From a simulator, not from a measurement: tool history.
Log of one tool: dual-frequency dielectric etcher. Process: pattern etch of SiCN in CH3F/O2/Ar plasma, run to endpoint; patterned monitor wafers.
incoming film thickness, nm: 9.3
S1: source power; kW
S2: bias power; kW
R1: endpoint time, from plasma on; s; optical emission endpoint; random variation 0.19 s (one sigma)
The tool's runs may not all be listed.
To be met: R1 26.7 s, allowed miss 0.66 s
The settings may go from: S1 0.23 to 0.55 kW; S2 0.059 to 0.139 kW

run  hour    S1     S2      R1
  1     0  0.39  0.099  22.064
  2   8.5  0.37  0.096  22.727
  3  16.2  0.31  0.096  23.838
  4    25   0.3  0.093  24.515
  5  31.2   0.3  0.105   23.64
  6  39.9   0.3   0.12  22.424
  7  42.3  0.29  0.114   23.18
  8  47.7  0.28  0.109  23.457
  9  50.3  0.27  0.104    24.3
 10  51.2  0.26  0.101  24.972

4 next moves are on the table. One of them brings every result within its allowed miss. Which?
  A  52.1  0.24  0.093   ?
  B  52.1   0.3  0.084   ?
  C  52.1  0.29  0.102   ?
  D  52.1  0.26  0.096   ?

move      R1
   A  26.383
   B  25.479
   C  23.895
   D  25.377
A: meets every target
B: nearer than the last run, and not there yet
C: further off than the last run
D: nearer than the last run, and not there yet
Answer: A
